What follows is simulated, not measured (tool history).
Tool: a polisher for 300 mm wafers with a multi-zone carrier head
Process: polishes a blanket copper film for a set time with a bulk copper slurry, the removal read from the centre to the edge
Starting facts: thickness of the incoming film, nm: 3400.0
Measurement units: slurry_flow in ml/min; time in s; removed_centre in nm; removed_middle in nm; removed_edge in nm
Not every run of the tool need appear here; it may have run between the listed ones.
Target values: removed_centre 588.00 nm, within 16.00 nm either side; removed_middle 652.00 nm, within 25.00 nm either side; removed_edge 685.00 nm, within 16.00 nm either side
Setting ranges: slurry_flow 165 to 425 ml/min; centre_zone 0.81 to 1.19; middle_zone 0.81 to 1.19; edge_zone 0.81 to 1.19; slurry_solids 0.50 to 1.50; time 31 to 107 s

{"run": 1, "hour": 0.0, "slurry_flow": 275, "centre_zone": 1.0, "middle_zone": 1.0, "edge_zone": 1.0, "slurry_solids": 1.0, "time": 69, "removed_centre": 484.58, "removed_middle": 504.65, "removed_edge": 526.64}
{"run": 2, "hour": 4.6, "slurry_flow": 280, "centre_zone": 1.0, "middle_zone": 1.02, "edge_zone": 1.04, "slurry_solids": 1.15, "time": 70, "removed_centre": 509.84, "removed_middle": 540.61, "removed_edge": 551.91}
{"run": 3, "hour": 11.9, "slurry_flow": 280, "centre_zone": 1.0, "middle_zone": 1.02, "edge_zone": 1.04, "slurry_solids": 1.15, "time": 82, "removed_centre": 607.43, "removed_middle": 630.17, "removed_edge": 653.66}
{"run": 4, "hour": 14.0, "slurry_flow": 330, "centre_zone": 1.0, "middle_zone": 1.02, "edge_zone": 1.04, "slurry_solids": 1.15, "time": 82, "removed_centre": 623.1, "removed_middle": 650.52, "removed_edge": 668.43}
{"run": 5, "hour": 17.0, "slurry_flow": 330, "centre_zone": 1.0, "middle_zone": 1.02, "edge_zone": 1.04, "slurry_solids": 0.95, "time": 82, "removed_centre": 594.1, "removed_middle": 606.73, "removed_edge": 635.85}
{"run": 6, "hour": 23.7, "slurry_flow": 330, "centre_zone": 1.0, "middle_zone": 1.02, "edge_zone": 1.04, "slurry_solids": 0.95, "time": 73, "removed_centre": 530.73, "removed_middle": 560.35, "removed_edge": 568.22}
{"run": 7, "hour": 29.8, "slurry_flow": 345, "centre_zone": 0.98, "middle_zone": 1.07, "edge_zone": 1.14, "slurry_solids": 1.2, "time": 76, "removed_centre": 578.77, "removed_middle": 635.12, "removed_edge": 658.64}
{"run": 8, "hour": 36.6, "slurry_flow": 355, "centre_zone": 0.98, "middle_zone": 1.07, "edge_zone": 1.15, "slurry_solids": 1.2, "time": 76, "removed_centre": 580.22, "removed_middle": 623.47, "removed_edge": 667.46}
{"run": 9, "hour": 42.9, "slurry_flow": 360, "centre_zone": 0.98, "middle_zone": 1.08, "edge_zone": 1.16, "slurry_solids": 1.2, "time": 76, "removed_centre": 579.66, "removed_middle": 642.03, "removed_edge": 664.77}
{"run": 10, "hour": 44.7, "slurry_flow": 365, "centre_zone": 0.98, "middle_zone": 1.08, "edge_zone": 1.17, "slurry_solids": 1.2, "time": 76, "removed_centre": 574.34, "removed_middle": 629.75, "removed_edge": 668.39}

Exactly one of the 4 candidate moves below puts every result within its allowed miss. Which one?
{"run": "A", "hour": 46.5, "slurry_flow": 355, "centre_zone": 0.95, "middle_zone": 1.15, "edge_zone": 1.07, "slurry_solids": 1.25, "time": 74, "removed_centre": "?", "removed_middle": "?", "removed_edge": "?"}
{"run": "B", "hour": 46.5, "slurry_flow": 375, "centre_zone": 1.05, "middle_zone": 1.1, "edge_zone": 1.19, "slurry_solids": 1.2, "time": 72, "removed_centre": "?", "removed_middle": "?", "removed_edge": "?"}
{"run": "C", "hour": 46.5, "slurry_flow": 330, "centre_zone": 0.96, "middle_zone": 1.05, "edge_zone": 1.12, "slurry_solids": 1.15, "time": 81, "removed_centre": "?", "removed_middle": "?", "removed_edge": "?"}
{"run": "D", "hour": 46.5, "slurry_flow": 330, "centre_zone": 1.04, "middle_zone": 0.98, "edge_zone": 1.09, "slurry_solids": 1.2, "time": 77, "removed_centre": "?", "removed_middle": "?", "removed_edge": "?"}

move=A removed_centre=547.08 removed_middle=676.32 removed_edge=628.23
move=B removed_centre=583.15 removed_middle=631.43 removed_edge=640.63
move=C removed_centre=585.62 removed_middle=665.24 removed_edge=684.38
move=D removed_centre=606.11 removed_middle=603.23 removed_edge=649.56
A: lands further from the targets than the last run did
B: lands further from the targets than the last run did
C: each result inside its tolerance
D: lands further from the targets than the last run did
Answer: C
